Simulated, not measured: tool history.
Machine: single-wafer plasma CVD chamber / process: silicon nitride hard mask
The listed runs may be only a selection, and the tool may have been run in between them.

run	day	heater temperature setpoint (deg C)	chamber pressure (Torr)	RF power (kW)	deposition time (s)	mean film thickness on the monitor wafer (Å)
1	0.000	385	1.51	0.375	55.9	816.80
2	0.033	385	1.39	0.360	55.9	769.93
3	0.396	390	1.39	0.360	55.9	771.06
4	0.638	390	1.53	0.360	55.9	789.12
5	0.671	390	1.53	0.400	55.9	836.70
6	0.992	391	1.38	0.380	55.9	793.97
7	1.275	391	1.29	0.365	55.9	765.63

What will run 8 give?
8	1.312	392	1.02	0.315	55.9	?

Run 8 gave mean film thickness on the monitor wafer (Å) 670.52.
